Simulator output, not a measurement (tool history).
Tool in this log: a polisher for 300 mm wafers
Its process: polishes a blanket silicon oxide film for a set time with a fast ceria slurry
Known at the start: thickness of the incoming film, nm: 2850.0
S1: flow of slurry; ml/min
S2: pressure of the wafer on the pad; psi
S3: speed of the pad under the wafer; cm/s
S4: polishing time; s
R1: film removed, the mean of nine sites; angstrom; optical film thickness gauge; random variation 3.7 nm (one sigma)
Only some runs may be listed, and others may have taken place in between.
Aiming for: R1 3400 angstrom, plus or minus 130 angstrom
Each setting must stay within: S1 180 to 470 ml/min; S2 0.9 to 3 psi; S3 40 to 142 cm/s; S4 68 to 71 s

run,hour,S1,S2,S3,S4,R1
1,0,300,1.9,90,68,5745.5
2,3.9,300,1.7,90,68,5270.5
3,9.5,300,1.5,88,68,4692
4,12.5,300,1.5,88,68,4710.7
5,17.1,300,1.5,78,68,4160.4
6,20.7,300,1.8,78,68,4766.6
7,24.7,300,1.7,78,68,4680
8,31,300,1.6,78,68,4311.1
9,36.1,300,1.5,78,68,4081.8
10,38.8,300,1.4,78,68,3937.7
11,42,300,1.3,78,68,3738.9

Of the 4 settings listed for the next run, only one would bring every result within its allowed miss of target. Which one?
A,45.2,275,1.2,88,68,?
B,45.2,240,1.1,106,68,?
C,45.2,345,2.1,52,70,?
D,45.2,195,1.4,72,68,?

move,R1
A,3892.3
B,4303
C,3859.9
D,3443.5
A: lands further from the targets than the last run did
B: lands further from the targets than the last run did
C: lands further from the targets than the last run did
D: every result lands within tolerance
The right move is D.
